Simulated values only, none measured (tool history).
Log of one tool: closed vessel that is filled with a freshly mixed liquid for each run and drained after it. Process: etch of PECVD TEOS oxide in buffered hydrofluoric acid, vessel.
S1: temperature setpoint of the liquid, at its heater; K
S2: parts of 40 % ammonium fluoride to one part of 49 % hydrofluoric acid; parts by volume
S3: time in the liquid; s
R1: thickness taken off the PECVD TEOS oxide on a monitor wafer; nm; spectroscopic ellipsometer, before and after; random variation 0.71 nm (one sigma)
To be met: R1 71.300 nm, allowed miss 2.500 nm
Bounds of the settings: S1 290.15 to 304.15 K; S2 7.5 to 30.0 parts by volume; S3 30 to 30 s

Run 1, hour 0.0: S1 296.15 K, S2 21.0 parts by volume, S3 30 s. Result: R1 38.705 nm.
Run 2, hour 0.7: S1 296.15 K, S2 15.5 parts by volume, S3 30 s. Result: R1 51.411 nm.
Run 3, hour 6.2: S1 294.65 K, S2 15.5 parts by volume, S3 30 s. Result: R1 48.260 nm.
Run 4, hour 8.5: S1 297.15 K, S2 15.0 parts by volume, S3 30 s. Result: R1 56.400 nm.
Run 5, hour 15.2: S1 298.65 K, S2 15.0 parts by volume, S3 30 s. Result: R1 62.210 nm.
Run 6, hour 23.7: S1 298.65 K, S2 19.0 parts by volume, S3 30 s. Result: R1 49.074 nm.
Run 7, hour 29.9: S1 300.15 K, S2 18.5 parts by volume, S3 30 s. Result: R1 54.067 nm.
Run 8, hour 36.6: S1 301.15 K, S2 18.0 parts by volume, S3 30 s. Result: R1 58.713 nm.
Run 9, hour 42.9: S1 302.15 K, S2 17.5 parts by volume, S3 30 s. Result: R1 63.985 nm.
Run 10, hour 51.1: S1 302.65 K, S2 17.5 parts by volume, S3 30 s. Result: R1 65.550 nm.

Which of these 4 next moves meets every target?
Run A, hour 59.3: S1 301.65 K, S2 14.0 parts by volume, S3 30 s. Result: R1 ?.
Run B, hour 59.3: S1 302.65 K, S2 17.0 parts by volume, S3 30 s. Result: R1 ?.
Run C, hour 59.3: S1 301.65 K, S2 15.0 parts by volume, S3 30 s. Result: R1 ?.
Run D, hour 59.3: S1 301.15 K, S2 16.0 parts by volume, S3 30 s. Result: R1 ?.

move      R1
   A  77.125
   B  67.214
   C  72.081
   D  65.882
A: takes the result that was furthest off past its target
B: nearer than the last run, and not there yet
C: meets every target
D: nearer than the last run, and not there yet
Answer: C
